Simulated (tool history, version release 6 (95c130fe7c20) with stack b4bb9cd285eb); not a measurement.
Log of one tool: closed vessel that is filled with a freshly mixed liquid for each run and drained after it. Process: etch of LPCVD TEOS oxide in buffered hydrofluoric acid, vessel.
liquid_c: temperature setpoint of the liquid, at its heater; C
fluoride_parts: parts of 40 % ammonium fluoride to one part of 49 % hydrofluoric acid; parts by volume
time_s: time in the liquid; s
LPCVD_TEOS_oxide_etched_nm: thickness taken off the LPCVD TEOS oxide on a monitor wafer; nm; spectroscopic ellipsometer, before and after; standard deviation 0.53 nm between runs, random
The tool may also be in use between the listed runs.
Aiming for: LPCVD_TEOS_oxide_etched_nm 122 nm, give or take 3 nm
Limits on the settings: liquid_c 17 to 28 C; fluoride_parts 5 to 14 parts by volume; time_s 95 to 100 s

{"run": 1, "day": 0.0, "liquid_c": 20, "fluoride_parts": 8.5, "time_s": 95, "LPCVD_TEOS_oxide_etched_nm": 195.81}
{"run": 2, "day": 0.146, "liquid_c": 19.5, "fluoride_parts": 9, "time_s": 95, "LPCVD_TEOS_oxide_etched_nm": 179.85}
{"run": 3, "day": 0.208, "liquid_c": 19, "fluoride_parts": 9.5, "time_s": 95, "LPCVD_TEOS_oxide_etched_nm": 167.94}
{"run": 4, "day": 0.317, "liquid_c": 18.5, "fluoride_parts": 10, "time_s": 95, "LPCVD_TEOS_oxide_etched_nm": 158.37}
{"run": 5, "day": 0.358, "liquid_c": 18.5, "fluoride_parts": 10.5, "time_s": 95, "LPCVD_TEOS_oxide_etched_nm": 150.81}
{"run": 6, "day": 0.6, "liquid_c": 21, "fluoride_parts": 10.5, "time_s": 95, "LPCVD_TEOS_oxide_etched_nm": 173.25}
{"run": 7, "day": 0.883, "liquid_c": 20.5, "fluoride_parts": 10.5, "time_s": 95, "LPCVD_TEOS_oxide_etched_nm": 169.61}
{"run": 8, "day": 1.208, "liquid_c": 20, "fluoride_parts": 10.5, "time_s": 95, "LPCVD_TEOS_oxide_etched_nm": 164.7}
{"run": 9, "day": 1.362, "liquid_c": 19.5, "fluoride_parts": 10.5, "time_s": 95, "LPCVD_TEOS_oxide_etched_nm": 159.38}
{"run": 10, "day": 1.733, "liquid_c": 19, "fluoride_parts": 10.5, "time_s": 95, "LPCVD_TEOS_oxide_etched_nm": 155.67}
{"run": 11, "day": 1.892, "liquid_c": 18.5, "fluoride_parts": 11, "time_s": 95, "LPCVD_TEOS_oxide_etched_nm": 143.76}
{"run": 12, "day": 2.258, "liquid_c": 17.5, "fluoride_parts": 11.5, "time_s": 95, "LPCVD_TEOS_oxide_etched_nm": 130.06}

Of the 4 settings listed for the next run, only one would bring every result within its allowed miss of target. Which one?
{"run": "A", "day": 2.625, "liquid_c": 17, "fluoride_parts": 11.5, "time_s": 95, "LPCVD_TEOS_oxide_etched_nm": "?"}
{"run": "B", "day": 2.625, "liquid_c": 17, "fluoride_parts": 12, "time_s": 95, "LPCVD_TEOS_oxide_etched_nm": "?"}
{"run": "C", "day": 2.625, "liquid_c": 17.5, "fluoride_parts": 12.5, "time_s": 100, "LPCVD_TEOS_oxide_etched_nm": "?"}
{"run": "D", "day": 2.625, "liquid_c": 17, "fluoride_parts": 11, "time_s": 95, "LPCVD_TEOS_oxide_etched_nm": "?"}

move=A LPCVD_TEOS_oxide_etched_nm=125.97
move=B LPCVD_TEOS_oxide_etched_nm=120.84
move=C LPCVD_TEOS_oxide_etched_nm=125.75
move=D LPCVD_TEOS_oxide_etched_nm=131.56
A: gains on the last run, yet a result remains outside its allowed miss
B: meets every target
C: gains on the last run, yet a result remains outside its allowed miss
D: further off than the last run
The right move is B.
